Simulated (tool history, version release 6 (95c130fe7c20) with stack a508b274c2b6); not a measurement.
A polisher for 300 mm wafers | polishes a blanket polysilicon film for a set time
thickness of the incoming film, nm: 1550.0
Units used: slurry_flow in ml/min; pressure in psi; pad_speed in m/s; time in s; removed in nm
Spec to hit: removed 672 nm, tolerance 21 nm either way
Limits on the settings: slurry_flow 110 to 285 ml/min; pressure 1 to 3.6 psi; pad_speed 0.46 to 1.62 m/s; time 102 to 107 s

Run 1, day 0: slurry_flow 180 ml/min, pressure 2.3 psi, pad_speed 1.04 m/s, time 102 s. Result: removed 796.02 nm.
Run 2, day 0.167: slurry_flow 180 ml/min, pressure 2.3 psi, pad_speed 1.04 m/s, time 102 s. Result: removed 789.8 nm.
Run 3, day 0.317: slurry_flow 175 ml/min, pressure 2.2 psi, pad_speed 1.04 m/s, time 102 s. Result: removed 760.59 nm.
Run 4, day 0.688: slurry_flow 140 ml/min, pressure 2.2 psi, pad_speed 1.04 m/s, time 102 s. Result: removed 712.12 nm.
Run 5, day 0.742: slurry_flow 140 ml/min, pressure 2.2 psi, pad_speed 1.12 m/s, time 102 s. Result: removed 777.45 nm.
Run 6, day 0.933: slurry_flow 140 ml/min, pressure 2.5 psi, pad_speed 1.12 m/s, time 102 s. Result: removed 874.42 nm.
Run 7, day 1.167: slurry_flow 135 ml/min, pressure 2.4 psi, pad_speed 1.12 m/s, time 102 s. Result: removed 832.6 nm.
Run 8, day 1.388: slurry_flow 130 ml/min, pressure 2.3 psi, pad_speed 1.12 m/s, time 102 s. Result: removed 785.46 nm.
Run 9, day 1.471: slurry_flow 125 ml/min, pressure 2.2 psi, pad_speed 1.12 m/s, time 102 s. Result: removed 752.45 nm.
Run 10, day 1.733: slurry_flow 120 ml/min, pressure 2.1 psi, pad_speed 1.12 m/s, time 102 s. Result: removed 709.67 nm.

5 next moves are on the table. One of them brings every result within its allowed miss. Which?
Run A, day 1.996: slurry_flow 120 ml/min, pressure 2.3 psi, pad_speed 1.02 m/s, time 106 s. Result: removed ?.
Run B, day 1.996: slurry_flow 130 ml/min, pressure 2.1 psi, pad_speed 1.14 m/s, time 105 s. Result: removed ?.
Run C, day 1.996: slurry_flow 130 ml/min, pressure 1.7 psi, pad_speed 1.16 m/s, time 102 s. Result: removed ?.
Run D, day 1.996: slurry_flow 140 ml/min, pressure 2.6 psi, pad_speed 0.88 m/s, time 105 s. Result: removed ?.
Run E, day 1.996: slurry_flow 110 ml/min, pressure 2.5 psi, pad_speed 0.94 m/s, time 102 s. Result: removed ?.

move  removed
   A   725.08
   B   754.69
   C   616.94
   D   728.85
   E   675.94
A: moves away from the targets compared with the last run
B: moves away from the targets compared with the last run
C: moves the result that the last run missed by most past its target, out the other side
D: moves away from the targets compared with the last run
E: hits every target within its allowed miss
Go with E: it meets all targets.

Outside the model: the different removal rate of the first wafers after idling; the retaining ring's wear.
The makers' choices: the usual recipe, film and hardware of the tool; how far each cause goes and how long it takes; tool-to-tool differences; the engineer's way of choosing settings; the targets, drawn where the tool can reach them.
